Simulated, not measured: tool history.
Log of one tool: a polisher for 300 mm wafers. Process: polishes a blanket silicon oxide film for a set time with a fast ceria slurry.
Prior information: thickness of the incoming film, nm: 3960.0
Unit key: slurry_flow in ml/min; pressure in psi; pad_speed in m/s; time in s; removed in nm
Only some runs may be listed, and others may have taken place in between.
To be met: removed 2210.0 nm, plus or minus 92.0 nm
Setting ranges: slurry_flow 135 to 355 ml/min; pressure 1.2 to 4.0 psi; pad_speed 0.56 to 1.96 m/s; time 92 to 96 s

| run | hour | slurry_flow | pressure | pad_speed | time | removed |
|---|---|---|---|---|---|---|
| 1 | 0.0 | 225 | 2.6 | 1.26 | 92 | 1397.1 |
| 2 | 2.3 | 170 | 2.6 | 1.26 | 92 | 1337.3 |
| 3 | 3.3 | 170 | 2.6 | 1.26 | 92 | 1342.9 |
| 4 | 7.0 | 175 | 2.9 | 1.26 | 92 | 1521.8 |
| 5 | 10.6 | 220 | 2.9 | 1.26 | 92 | 1536.9 |
| 6 | 14.6 | 220 | 2.9 | 1.36 | 92 | 1632.8 |
| 7 | 21.9 | 220 | 3.1 | 1.36 | 92 | 1738.0 |
| 8 | 22.8 | 220 | 3.2 | 1.36 | 92 | 1812.2 |
| 9 | 26.0 | 220 | 3.3 | 1.36 | 92 | 1842.8 |
| 10 | 33.3 | 220 | 3.4 | 1.36 | 92 | 1900.0 |
| 11 | 37.2 | 220 | 3.5 | 1.36 | 92 | 1970.5 |
| 12 | 45.0 | 220 | 3.6 | 1.36 | 92 | 2005.9 |
| 13 | 52.0 | 220 | 3.7 | 1.36 | 92 | 2113.9 |

Which single option among these 4 for the next run brings every result within its allowed miss of target? Just one does.
| A | 59.0 | 185 | 4.0 | 1.44 | 96 | ? |
| B | 59.0 | 190 | 3.4 | 1.32 | 96 | ? |
| C | 59.0 | 225 | 4.0 | 1.12 | 92 | ? |
| D | 59.0 | 220 | 4.0 | 1.24 | 96 | ? |

| move | removed |
|---|---|
| A | 2339.8 |
| B | 1871.7 |
| C | 1899.8 |
| D | 2135.3 |
A: takes the biggest miss from the last run beyond its target
B: moves away from the targets compared with the last run
C: moves away from the targets compared with the last run
D: every result within its allowed miss
The move that meets every target is D.
